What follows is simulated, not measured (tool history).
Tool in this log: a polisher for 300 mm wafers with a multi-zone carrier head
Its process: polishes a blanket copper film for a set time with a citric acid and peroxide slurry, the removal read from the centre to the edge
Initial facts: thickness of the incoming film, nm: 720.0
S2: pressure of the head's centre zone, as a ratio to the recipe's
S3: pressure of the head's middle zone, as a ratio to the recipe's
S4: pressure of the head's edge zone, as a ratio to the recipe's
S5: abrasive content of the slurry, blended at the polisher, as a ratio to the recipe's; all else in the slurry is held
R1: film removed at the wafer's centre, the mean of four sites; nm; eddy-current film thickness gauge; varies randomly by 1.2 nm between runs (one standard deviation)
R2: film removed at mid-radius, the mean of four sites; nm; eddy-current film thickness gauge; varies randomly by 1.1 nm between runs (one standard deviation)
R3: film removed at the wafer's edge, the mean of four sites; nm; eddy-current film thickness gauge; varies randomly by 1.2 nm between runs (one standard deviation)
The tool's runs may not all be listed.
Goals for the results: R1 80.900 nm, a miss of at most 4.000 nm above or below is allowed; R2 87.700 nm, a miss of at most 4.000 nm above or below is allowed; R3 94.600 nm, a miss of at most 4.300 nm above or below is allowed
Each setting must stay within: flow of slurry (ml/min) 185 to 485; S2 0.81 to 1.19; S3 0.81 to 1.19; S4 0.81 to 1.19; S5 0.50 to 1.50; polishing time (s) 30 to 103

Run 1, hour 0.0: flow of slurry (ml/min) 310, S2 1.00, S3 1.00, S4 1.00, S5 1.00, polishing time (s) 66. Result: R1 134.580 nm, R2 153.440 nm, R3 153.240 nm.
Run 2, hour 8.1: flow of slurry (ml/min) 305, S2 0.99, S3 0.97, S4 0.98, S5 0.85, polishing time (s) 60. Result: R1 113.420 nm, R2 130.850 nm, R3 129.360 nm.
Run 3, hour 11.4: flow of slurry (ml/min) 305, S2 0.99, S3 0.97, S4 1.06, S5 0.85, polishing time (s) 60. Result: R1 111.250 nm, R2 132.200 nm, R3 137.490 nm.
Run 4, hour 17.7: flow of slurry (ml/min) 305, S2 1.04, S3 0.97, S4 1.06, S5 0.85, polishing time (s) 60. Result: R1 117.230 nm, R2 130.700 nm, R3 135.110 nm.
At hour 20.3: centre zone pressure recalibrated.
Run 5, hour 20.3: flow of slurry (ml/min) 305, S2 1.04, S3 0.97, S4 1.06, S5 0.75, polishing time (s) 60. Result: R1 127.470 nm, R2 124.730 nm, R3 125.570 nm.
Run 6, hour 22.5: flow of slurry (ml/min) 300, S2 1.01, S3 0.94, S4 1.05, S5 0.70, polishing time (s) 57. Result: R1 114.080 nm, R2 115.050 nm, R3 118.710 nm.
Run 7, hour 25.8: flow of slurry (ml/min) 295, S2 0.97, S3 0.92, S4 1.04, S5 0.65, polishing time (s) 54. Result: R1 100.630 nm, R2 103.630 nm, R3 109.740 nm.
Run 8, hour 28.5: flow of slurry (ml/min) 290, S2 0.94, S3 0.91, S4 1.02, S5 0.60, polishing time (s) 53. Result: R1 95.983 nm, R2 97.823 nm, R3 103.360 nm.
Run 9, hour 37.2: flow of slurry (ml/min) 285, S2 0.91, S3 0.90, S4 1.01, S5 0.60, polishing time (s) 53. Result: R1 93.177 nm, R2 95.112 nm, R3 101.830 nm.
Run 10, hour 45.9: flow of slurry (ml/min) 285, S2 0.88, S3 0.90, S4 1.00, S5 0.60, polishing time (s) 53. Result: R1 87.704 nm, R2 99.430 nm, R3 104.020 nm.
Run 11, hour 53.6: flow of slurry (ml/min) 280, S2 0.89, S3 0.85, S4 0.98, S5 0.50, polishing time (s) 48. Result: R1 75.852 nm, R2 79.132 nm, R3 86.083 nm.

Which one of the following 4 next-run settings gets every result inside its allowed miss? There is exactly one.
Run A, hour 61.3: flow of slurry (ml/min) 340, S2 0.85, S3 1.00, S4 0.81, S5 0.50, polishing time (s) 47. Result: R1 ?, R2 ?, R3 ?.
Run B, hour 61.3: flow of slurry (ml/min) 215, S2 0.86, S3 0.83, S4 0.93, S5 0.60, polishing time (s) 51. Result: R1 ?, R2 ?, R3 ?.
Run C, hour 61.3: flow of slurry (ml/min) 340, S2 0.92, S3 0.81, S4 1.03, S5 0.60, polishing time (s) 46. Result: R1 ?, R2 ?, R3 ?.
Run D, hour 61.3: flow of slurry (ml/min) 280, S2 1.13, S3 0.89, S4 0.96, S5 0.50, polishing time (s) 41. Result: R1 ?, R2 ?, R3 ?.

move      R1      R2      R3
   A  71.464  88.414  78.204
   B  79.903  87.501  93.590
   C  80.934  81.216  91.650
   D  81.506  70.385  72.839
A: meets the target for the result that was furthest off, but another lies outside its allowed miss
B: all results in spec
C: moves toward the targets from the last run without getting all of them in spec
D: misses by more than the last run did
The right move is B.

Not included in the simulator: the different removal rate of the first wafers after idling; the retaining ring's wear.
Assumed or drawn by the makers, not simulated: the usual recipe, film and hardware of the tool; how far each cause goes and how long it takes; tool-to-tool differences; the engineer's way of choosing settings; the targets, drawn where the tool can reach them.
